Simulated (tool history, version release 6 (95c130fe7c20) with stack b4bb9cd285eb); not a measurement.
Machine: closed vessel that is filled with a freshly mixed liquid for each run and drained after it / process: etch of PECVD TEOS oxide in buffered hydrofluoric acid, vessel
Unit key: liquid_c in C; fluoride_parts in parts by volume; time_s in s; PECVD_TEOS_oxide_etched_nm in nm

run	hour	liquid_c	fluoride_parts	time_s	PECVD_TEOS_oxide_etched_nm
1	0.0	25.0	22.5	30	21.544
2	0.8	28.0	22.5	30	25.226
3	8.7	28.0	22.5	30	25.311
4	12.4	27.5	22.5	30	24.571
5	20.0	24.5	22.5	30	20.551
6	24.7	22.0	22.5	30	17.958
7	29.7	23.0	22.5	30	19.039

The next listed run, before its measurement:
8	35.1	23.5	22.5	30	?

PECVD_TEOS_oxide_etched_nm: 19.795 nm
